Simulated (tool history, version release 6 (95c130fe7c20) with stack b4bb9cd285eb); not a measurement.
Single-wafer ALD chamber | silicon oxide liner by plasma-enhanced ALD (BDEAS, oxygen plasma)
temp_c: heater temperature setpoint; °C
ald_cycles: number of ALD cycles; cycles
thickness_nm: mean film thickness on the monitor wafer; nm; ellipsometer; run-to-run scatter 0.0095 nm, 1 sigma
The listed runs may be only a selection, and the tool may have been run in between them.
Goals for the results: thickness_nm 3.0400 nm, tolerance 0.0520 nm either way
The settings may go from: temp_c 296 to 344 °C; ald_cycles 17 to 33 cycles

Run 1, hour 0.0: temp_c 320 °C, ald_cycles 25 cycles. Result: thickness_nm 2.3860 nm.
Run 2, hour 4.1: temp_c 319 °C, ald_cycles 26 cycles. Result: thickness_nm 2.4911 nm.
Run 3, hour 7.9: temp_c 319 °C, ald_cycles 25 cycles. Result: thickness_nm 2.3910 nm.
Run 4, hour 14.0: temp_c 319 °C, ald_cycles 22 cycles. Result: thickness_nm 2.1080 nm.
Run 5, hour 19.4: temp_c 312 °C, ald_cycles 22 cycles. Result: thickness_nm 2.1162 nm.
Run 6, hour 21.0: temp_c 312 °C, ald_cycles 24 cycles. Result: thickness_nm 2.3293 nm.
Run 7, hour 22.1: temp_c 311 °C, ald_cycles 25 cycles. Result: thickness_nm 2.4171 nm.
Run 8, hour 30.3: temp_c 311 °C, ald_cycles 25 cycles. Result: thickness_nm 2.4080 nm.
Run 9, hour 37.1: temp_c 311 °C, ald_cycles 26 cycles. Result: thickness_nm 2.4978 nm.
Run 10, hour 39.8: temp_c 311 °C, ald_cycles 27 cycles. Result: thickness_nm 2.6043 nm.
Run 11, hour 44.1: temp_c 311 °C, ald_cycles 28 cycles. Result: thickness_nm 2.7086 nm.
Run 12, hour 47.1: temp_c 311 °C, ald_cycles 29 cycles. Result: thickness_nm 2.7994 nm.
Run 13, hour 51.2: temp_c 311 °C, ald_cycles 30 cycles. Result: thickness_nm 2.8980 nm.

Exercise: of the 4 proposed moves below, exactly one satisfies all targets within the stated allowed misses. Which move is it?
Run A, hour 55.3: temp_c 306 °C, ald_cycles 30 cycles. Result: thickness_nm ?.
Run B, hour 55.3: temp_c 308 °C, ald_cycles 33 cycles. Result: thickness_nm ?.
Run C, hour 55.3: temp_c 311 °C, ald_cycles 33 cycles. Result: thickness_nm ?.
Run D, hour 55.3: temp_c 321 °C, ald_cycles 32 cycles. Result: thickness_nm ?.

move  thickness_nm
   A        2.9149
   B        3.1985
   C        3.1865
   D        3.0513
A: closer than the last run, but not yet in spec
B: carries the result that was furthest off beyond its target, to the other side
C: carries the result that was furthest off beyond its target, to the other side
D: every result within its allowed miss
D meets every target.
